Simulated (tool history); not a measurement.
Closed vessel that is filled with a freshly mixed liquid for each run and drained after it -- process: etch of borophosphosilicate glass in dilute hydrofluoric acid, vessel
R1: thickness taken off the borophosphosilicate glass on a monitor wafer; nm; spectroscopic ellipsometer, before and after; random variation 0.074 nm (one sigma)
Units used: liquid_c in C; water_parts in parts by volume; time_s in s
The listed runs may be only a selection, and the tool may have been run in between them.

run 1 hour=0 | liquid_c=23 water_parts=165 time_s=95 | R1=13.227
run 2 hour=7.3 | liquid_c=23 water_parts=120 time_s=95 | R1=19.087
run 3 hour=9 | liquid_c=21.5 water_parts=145 time_s=95 | R1=14.327
run 4 hour=10.2 | liquid_c=20.5 water_parts=160 time_s=95 | R1=12.648
run 5 hour=16.8 | liquid_c=20.5 water_parts=210 time_s=95 | R1=9.0497
run 6 hour=20.6 | liquid_c=20.5 water_parts=160 time_s=95 | R1=12.344
run 7 hour=25.2 | liquid_c=19.5 water_parts=170 time_s=95 | R1=11.368
run 8 hour=29.6 | liquid_c=19 water_parts=180 time_s=95 | R1=10.343

Expected results for the next run?
run 9 hour=34.9 | liquid_c=18.5 water_parts=185 time_s=95 | R1=?

Run 9 produced R1 9.6921 nm.

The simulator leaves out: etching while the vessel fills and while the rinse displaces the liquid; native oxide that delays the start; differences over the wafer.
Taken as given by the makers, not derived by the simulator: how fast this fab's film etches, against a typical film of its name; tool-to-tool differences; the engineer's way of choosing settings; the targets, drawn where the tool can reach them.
